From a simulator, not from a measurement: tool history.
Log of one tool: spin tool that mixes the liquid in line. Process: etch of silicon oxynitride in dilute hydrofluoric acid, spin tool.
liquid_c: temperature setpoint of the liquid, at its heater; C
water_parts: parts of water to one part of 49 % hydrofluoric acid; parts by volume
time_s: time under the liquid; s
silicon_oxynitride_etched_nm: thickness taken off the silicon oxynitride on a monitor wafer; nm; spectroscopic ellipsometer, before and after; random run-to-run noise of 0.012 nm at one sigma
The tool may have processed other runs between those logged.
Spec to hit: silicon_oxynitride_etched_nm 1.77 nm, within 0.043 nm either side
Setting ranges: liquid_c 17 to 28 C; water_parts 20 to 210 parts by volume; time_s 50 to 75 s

run,hour,liquid_c,water_parts,time_s,silicon_oxynitride_etched_nm
1,0,20,115,75,1.3684
2,1.1,20,145,75,1.0704
3,3.4,20,145,50,0.71581
4,7.7,21.5,145,50,0.76947
5,13.7,21.5,145,75,1.1422
6,21.1,21.5,175,75,0.94252
7,25.6,23.5,160,75,1.1241
8,28.3,25,150,75,1.3068
9,37.3,26,145,75,1.4063
10,38.1,26.5,140,75,1.4967
11,45,27,135,75,1.6018
12,47,27,135,75,1.5832
13,52.5,27.5,135,75,1.6332

Consider the 4 candidate settings below. Which is the only one whose results all fall within their allowed miss of target?
A,58,28,110,65,?
B,58,28,115,70,?
C,58,27.5,110,65,?
D,58,27.5,130,65,?

move,silicon_oxynitride_etched_nm
A,1.8252
B,1.8714
C,1.7843
D,1.4823
A: moves the result that the last run missed by most past its target, out the other side
B: moves the result that the last run missed by most past its target, out the other side
C: each result inside its tolerance
D: misses by more than the last run did
Correct choice: C, which meets every target

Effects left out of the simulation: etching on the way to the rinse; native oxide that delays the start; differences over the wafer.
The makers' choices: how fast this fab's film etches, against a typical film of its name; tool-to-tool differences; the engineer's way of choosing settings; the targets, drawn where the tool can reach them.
